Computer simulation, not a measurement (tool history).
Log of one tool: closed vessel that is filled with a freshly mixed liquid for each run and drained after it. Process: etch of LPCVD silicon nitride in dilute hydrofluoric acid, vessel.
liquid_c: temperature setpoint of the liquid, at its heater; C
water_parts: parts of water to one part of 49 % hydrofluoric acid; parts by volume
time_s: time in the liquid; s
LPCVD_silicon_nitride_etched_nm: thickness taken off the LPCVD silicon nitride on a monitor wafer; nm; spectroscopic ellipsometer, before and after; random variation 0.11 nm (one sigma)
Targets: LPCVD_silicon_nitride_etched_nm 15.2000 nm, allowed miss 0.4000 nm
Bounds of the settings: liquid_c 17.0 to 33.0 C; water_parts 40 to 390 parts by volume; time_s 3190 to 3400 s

run,hour,liquid_c,water_parts,time_s,LPCVD_silicon_nitride_etched_nm
1,0.0,25.0,215,3190,6.9080
2,7.2,25.0,245,3190,6.0734
3,7.9,25.0,170,3190,8.6652
4,9.4,25.0,170,3190,8.7835
5,13.7,26.0,170,3190,9.3543
6,15.7,24.0,170,3190,8.2342
7,23.0,25.5,170,3190,9.0432
8,27.7,26.5,170,3190,9.7370
9,32.3,27.5,170,3190,10.2040
10,38.5,28.5,170,3190,10.8030
11,43.2,29.0,170,3190,11.2140
12,52.0,29.5,170,3190,11.5660
13,58.7,30.0,170,3190,11.9520

4 next moves are on the table. One of them brings every result within its allowed miss. Which?
A,65.4,32.0,170,3400,?
B,65.4,32.5,170,3190,?
C,65.4,31.5,145,3190,?
D,65.4,29.0,150,3400,?

move,LPCVD_silicon_nitride_etched_nm
A,14.4520
B,13.9680
C,15.4850
D,13.6860
A: nearer than the last run, and not there yet
B: nearer than the last run, and not there yet
C: meets every target
D: nearer than the last run, and not there yet
Answer: C
